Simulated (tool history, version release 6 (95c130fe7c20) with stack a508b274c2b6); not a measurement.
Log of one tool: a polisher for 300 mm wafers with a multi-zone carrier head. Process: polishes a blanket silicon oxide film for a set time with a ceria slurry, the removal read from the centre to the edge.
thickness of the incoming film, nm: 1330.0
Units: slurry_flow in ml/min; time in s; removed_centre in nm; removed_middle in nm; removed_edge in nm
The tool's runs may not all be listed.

run	hour	slurry_flow	centre_zone	middle_zone	edge_zone	time	removed_centre	removed_middle	removed_edge
1	0.0	315	1.00	1.00	1.00	68	241.16	268.68	272.98
2	7.8	315	1.00	1.00	1.06	68	239.97	267.03	289.12
3	11.3	315	1.00	1.04	1.06	68	241.02	273.68	286.43
4	20.0	315	0.94	1.04	1.06	68	225.22	278.31	280.67
5	27.8	315	0.94	0.98	1.06	68	225.53	265.66	280.97
6	36.4	330	1.00	1.00	1.05	70	246.99	278.69	288.72
7	39.1	320	1.04	1.00	1.05	72	262.80	284.58	299.03
8	45.9	325	1.08	0.99	1.05	74	282.67	291.13	315.53
9	49.0	335	1.11	0.99	1.05	75	293.83	298.93	317.18
10	54.3	340	1.13	0.98	1.05	76	305.91	294.67	321.46
# hour 59.1: centre zone pressure recalibrated
11	59.1	345	1.14	0.99	1.06	77	352.33	302.02	322.18
12	66.2	330	1.14	0.99	1.07	78	358.31	304.37	333.58
13	74.8	345	1.13	0.99	1.08	78	357.09	305.28	331.45

Forecast run 14:
14	77.8	330	1.13	0.99	1.08	78	?	?	?

{"run 14": {"removed_centre": 359.19, "removed_middle": 309.37, "removed_edge": 335.58}}

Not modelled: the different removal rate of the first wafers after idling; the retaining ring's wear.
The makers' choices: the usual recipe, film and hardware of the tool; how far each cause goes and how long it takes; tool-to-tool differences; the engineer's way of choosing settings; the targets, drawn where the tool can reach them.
